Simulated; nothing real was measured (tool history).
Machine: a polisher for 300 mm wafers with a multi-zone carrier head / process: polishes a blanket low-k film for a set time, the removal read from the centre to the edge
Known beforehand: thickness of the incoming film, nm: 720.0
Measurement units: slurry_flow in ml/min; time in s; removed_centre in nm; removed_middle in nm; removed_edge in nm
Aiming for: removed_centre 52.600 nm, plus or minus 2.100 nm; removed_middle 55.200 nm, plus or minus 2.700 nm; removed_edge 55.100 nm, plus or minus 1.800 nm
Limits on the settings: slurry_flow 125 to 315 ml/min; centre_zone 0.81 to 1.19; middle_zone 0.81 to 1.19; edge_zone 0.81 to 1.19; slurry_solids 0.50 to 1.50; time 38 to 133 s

| run | hour | slurry_flow | centre_zone | middle_zone | edge_zone | slurry_solids | time | removed_centre | removed_middle | removed_edge |
|---|---|---|---|---|---|---|---|---|---|---|
| 1 | 0.0 | 205 | 1.00 | 1.00 | 1.00 | 1.00 | 85 | 40.954 | 39.333 | 41.071 |
| 2 | 1.8 | 205 | 1.00 | 0.96 | 1.00 | 1.00 | 85 | 40.616 | 37.490 | 41.890 |
| 3 | 9.5 | 205 | 1.00 | 1.03 | 1.00 | 1.00 | 85 | 41.554 | 40.789 | 40.972 |
| 4 | 16.0 | 210 | 0.99 | 1.05 | 1.04 | 1.15 | 86 | 45.359 | 45.410 | 46.386 |
| 5 | 18.4 | 210 | 0.95 | 1.05 | 1.04 | 1.15 | 86 | 42.911 | 46.325 | 46.070 |
| 6 | 19.2 | 220 | 0.97 | 1.07 | 1.08 | 1.20 | 86 | 45.813 | 46.879 | 48.749 |
| 7 | 23.0 | 225 | 0.97 | 1.10 | 1.10 | 1.25 | 86 | 45.656 | 49.967 | 50.538 |
| 8 | 26.8 | 230 | 1.00 | 1.12 | 1.11 | 1.30 | 86 | 48.369 | 53.161 | 51.556 |
| 9 | 28.5 | 260 | 1.04 | 1.09 | 1.18 | 1.35 | 86 | 52.748 | 51.971 | 55.249 |

Which of these 5 next moves meets every target?
| A | 30.2 | 255 | 0.97 | 1.09 | 1.19 | 1.35 | 87 | ? | ? | ? |
| B | 30.2 | 250 | 0.88 | 1.07 | 1.19 | 1.50 | 89 | ? | ? | ? |
| C | 30.2 | 235 | 1.02 | 1.11 | 1.12 | 1.40 | 88 | ? | ? | ? |
| D | 30.2 | 270 | 1.11 | 1.04 | 1.17 | 1.30 | 82 | ? | ? | ? |
| E | 30.2 | 260 | 1.12 | 0.96 | 1.17 | 1.35 | 88 | ? | ? | ? |

| move | removed_centre | removed_middle | removed_edge |
|---|---|---|---|
| A | 49.627 | 53.115 | 56.104 |
| B | 48.048 | 55.888 | 59.992 |
| C | 53.168 | 54.978 | 55.521 |
| D | 52.961 | 47.498 | 51.757 |
| E | 58.096 | 48.305 | 56.431 |
A: brings the result that was furthest off to its target, and leaves another outside
B: brings the result that was furthest off to its target, and leaves another outside
C: every result lands within tolerance
D: the biggest miss grows against the last run
E: the biggest miss grows against the last run
The right move is C.

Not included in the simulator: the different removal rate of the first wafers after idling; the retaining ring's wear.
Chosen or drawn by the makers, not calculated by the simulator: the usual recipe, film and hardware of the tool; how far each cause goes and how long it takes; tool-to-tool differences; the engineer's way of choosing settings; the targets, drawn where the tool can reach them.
